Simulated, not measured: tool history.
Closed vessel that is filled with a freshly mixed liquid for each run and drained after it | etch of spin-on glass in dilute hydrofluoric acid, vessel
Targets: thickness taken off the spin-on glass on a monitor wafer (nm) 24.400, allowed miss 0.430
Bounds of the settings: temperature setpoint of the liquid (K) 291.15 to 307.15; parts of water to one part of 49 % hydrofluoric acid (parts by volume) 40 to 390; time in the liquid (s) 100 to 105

run  hour  temperature setpoint of the liquid (K)  parts of water to one part of 49 % hydrofluoric acid (parts by volume)  time in the liquid (s)  thickness taken off the spin-on glass on a monitor wafer (nm)
  1   0.0                                  299.15                                                                     215                     100                                                         15.335
  2   1.1                                  297.15                                                                     215                     100                                                         14.287
  3   9.9                                  299.15                                                                     205                     100                                                         16.275
  4  12.7                                  301.65                                                                     205                     100                                                         17.733
  5  18.4                                  301.65                                                                     205                     100                                                         17.910
  6  19.4                                  302.65                                                                     200                     100                                                         18.954
  7  23.0                                  303.65                                                                     195                     100                                                         20.241
  8  28.3                                  304.65                                                                     190                     100                                                         21.726
  9  36.5                                  305.15                                                                     190                     100                                                         22.011

4 next moves are on the table. One of them brings every result within its allowed miss. Which?
  A  44.7                                  306.65                                                                     225                     100                                                              ?
  B  44.7                                  305.15                                                                     195                     100                                                              ?
  C  44.7                                  306.65                                                                     205                     100                                                              ?
  D  44.7                                  303.15                                                                     165                     100                                                              ?

move  thickness taken off the spin-on glass on a monitor wafer (nm)
   A                                                         18.902
   B                                                         21.564
   C                                                         21.291
   D                                                         24.711
A: further off than the last run
B: further off than the last run
C: further off than the last run
D: meets every target
Answer: D

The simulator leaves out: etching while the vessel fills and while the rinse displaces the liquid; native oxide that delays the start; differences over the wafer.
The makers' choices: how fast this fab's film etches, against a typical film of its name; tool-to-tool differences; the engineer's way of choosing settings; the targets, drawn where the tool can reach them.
